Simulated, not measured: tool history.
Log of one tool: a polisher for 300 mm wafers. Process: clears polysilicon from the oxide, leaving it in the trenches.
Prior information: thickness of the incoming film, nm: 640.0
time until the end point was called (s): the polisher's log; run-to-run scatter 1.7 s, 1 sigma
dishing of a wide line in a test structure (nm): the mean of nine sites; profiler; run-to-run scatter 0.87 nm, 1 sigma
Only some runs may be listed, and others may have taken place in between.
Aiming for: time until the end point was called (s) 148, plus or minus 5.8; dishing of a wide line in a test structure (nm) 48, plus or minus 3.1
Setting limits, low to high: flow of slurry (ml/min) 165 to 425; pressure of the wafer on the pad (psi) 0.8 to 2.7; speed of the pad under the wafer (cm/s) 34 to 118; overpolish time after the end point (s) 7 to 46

run,day,flow of slurry (ml/min),pressure of the wafer on the pad (psi),speed of the pad under the wafer (cm/s),overpolish time after the end point (s),time until the end point was called (s),dishing of a wide line in a test structure (nm)
1,0,275,1.7,76,24,95.126,59.358
2,0.167,275,1.7,82,24,88.773,63.337
3,0.304,275,2.1,82,24,72.981,64.745
4,0.488,275,1.7,82,24,88.725,62.703
# day 0.75: slurry nozzle cleaned
5,0.75,275,1.9,82,24,78.114,63.953
6,0.917,275,1.6,80,20,95.692,59.43
7,0.971,280,1.4,78,16,111.14,49.542
8,1.192,280,1.2,78,17,128.63,49.863
9,1.562,280,1.1,78,17,135.41,46.244
10,1.617,280,1.1,78,19,138.55,49.851

Exercise: of the 4 proposed moves below, exactly one satisfies all targets within the stated allowed misses. Which move is it?
A,1.671,365,1.2,66,18,?,?
B,1.671,235,1,72,33,?,?
C,1.671,300,1,90,19,?,?
D,1.671,265,1.1,80,17,?,?

move,time until the end point was called (s),dishing of a wide line in a test structure (nm)
A,148.06,47.366
B,168.1,58.283
C,132.37,51.423
D,137.03,47.871
A: every result lands within tolerance
B: pushes the last run's worst result past its target
C: the biggest miss grows against the last run
D: the biggest miss grows against the last run
A is the move that brings every result within its allowed miss.
